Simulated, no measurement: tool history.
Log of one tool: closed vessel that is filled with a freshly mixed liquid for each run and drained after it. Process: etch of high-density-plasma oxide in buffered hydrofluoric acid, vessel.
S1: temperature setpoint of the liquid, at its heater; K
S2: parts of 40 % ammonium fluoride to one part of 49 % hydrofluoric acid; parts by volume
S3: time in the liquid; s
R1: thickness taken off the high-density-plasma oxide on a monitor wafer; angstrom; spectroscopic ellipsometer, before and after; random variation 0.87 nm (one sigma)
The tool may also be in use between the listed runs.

| run | hour | S1 | S2 | S3 | R1 |
|---|---|---|---|---|---|
| 1 | 0.0 | 296.15 | 7.0 | 90 | 1548.3 |
| 2 | 2.4 | 296.15 | 5.5 | 90 | 1880.0 |
| 3 | 7.3 | 296.15 | 6.5 | 90 | 1653.0 |
| 4 | 15.9 | 294.65 | 6.5 | 90 | 1538.7 |
| 5 | 23.5 | 293.65 | 6.5 | 90 | 1411.7 |
| 6 | 30.3 | 296.15 | 6.5 | 90 | 1634.7 |
| 7 | 36.2 | 294.65 | 6.5 | 90 | 1514.4 |
| 8 | 41.9 | 293.65 | 6.5 | 90 | 1451.2 |

Forecast run 9:
| 9 | 48.6 | 292.65 | 6.5 | 90 | ? |

Run 9 gave R1 1350.0 angstrom.
